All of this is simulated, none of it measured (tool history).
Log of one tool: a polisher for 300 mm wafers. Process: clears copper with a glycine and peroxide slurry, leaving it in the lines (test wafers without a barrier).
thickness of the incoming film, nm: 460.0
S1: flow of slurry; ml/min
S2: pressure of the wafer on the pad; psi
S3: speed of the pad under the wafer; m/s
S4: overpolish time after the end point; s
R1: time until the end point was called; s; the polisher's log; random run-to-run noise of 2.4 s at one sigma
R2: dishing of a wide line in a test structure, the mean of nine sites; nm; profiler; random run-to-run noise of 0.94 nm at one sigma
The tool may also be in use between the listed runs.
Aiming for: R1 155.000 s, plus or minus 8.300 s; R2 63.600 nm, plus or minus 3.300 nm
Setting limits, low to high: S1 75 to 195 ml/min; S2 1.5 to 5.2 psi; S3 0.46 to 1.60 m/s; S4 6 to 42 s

run,day,S1,S2,S3,S4,R1,R2
1,0.000,125,3.3,1.02,21,91.486,74.958
2,0.217,145,3.3,1.02,21,88.053,78.777
3,0.492,135,2.9,1.00,23,103.170,75.178
4,0.633,135,2.9,1.00,30,100.450,91.589
5,0.800,135,3.4,1.00,30,91.294,101.660
6,1.108,130,2.9,0.98,30,105.190,92.066
7,1.396,125,2.5,0.98,29,120.840,77.232
# day 1.646: slurry nozzle cleaned
8,1.646,115,2.4,0.98,29,113.220,78.788

Pick the move, out of 5, that brings all results within their allowed miss; only one does.
A,1.896,75,2.9,1.30,17,?,?
B,1.896,130,3.0,0.90,19,?,?
C,1.896,120,1.7,0.94,29,?,?
D,1.896,95,2.8,1.20,15,?,?
E,1.896,170,1.5,0.86,27,?,?

move,R1,R2
A,85.576,64.840
B,96.469,65.070
C,147.910,63.091
D,87.853,57.283
E,160.780,55.606
A: moves away from the targets compared with the last run
B: moves away from the targets compared with the last run
C: every result lands within tolerance
D: moves away from the targets compared with the last run
E: the worst result of the last run now meets its target, but another is out of spec
The move that meets every target is C.
